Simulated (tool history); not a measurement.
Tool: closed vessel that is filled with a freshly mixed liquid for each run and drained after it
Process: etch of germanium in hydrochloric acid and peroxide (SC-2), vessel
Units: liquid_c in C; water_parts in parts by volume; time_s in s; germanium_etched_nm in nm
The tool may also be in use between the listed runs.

| run | hour | liquid_c | water_parts | time_s | germanium_etched_nm |
|---|---|---|---|---|---|
| 1 | 0.0 | 59.0 | 6.5 | 35 | 115.74 |
| 2 | 6.7 | 55.5 | 6.5 | 35 | 104.29 |
| 3 | 14.9 | 55.5 | 6.5 | 35 | 103.97 |
| 4 | 20.0 | 58.0 | 6.5 | 35 | 113.32 |
| 5 | 23.1 | 58.0 | 5.0 | 35 | 113.60 |
| 6 | 30.2 | 58.0 | 4.0 | 35 | 115.12 |
| 7 | 38.6 | 60.0 | 4.0 | 35 | 121.54 |
| 8 | 40.5 | 61.5 | 4.0 | 35 | 128.12 |
| 9 | 42.3 | 62.5 | 4.0 | 35 | 131.57 |
| 10 | 50.0 | 63.5 | 4.0 | 35 | 134.56 |
| 11 | 52.6 | 64.0 | 4.0 | 35 | 136.92 |

The next listed run, before its measurement:
| 12 | 55.9 | 64.5 | 4.0 | 35 | ? |

{"run 12": {"germanium_etched_nm": 139.66}}

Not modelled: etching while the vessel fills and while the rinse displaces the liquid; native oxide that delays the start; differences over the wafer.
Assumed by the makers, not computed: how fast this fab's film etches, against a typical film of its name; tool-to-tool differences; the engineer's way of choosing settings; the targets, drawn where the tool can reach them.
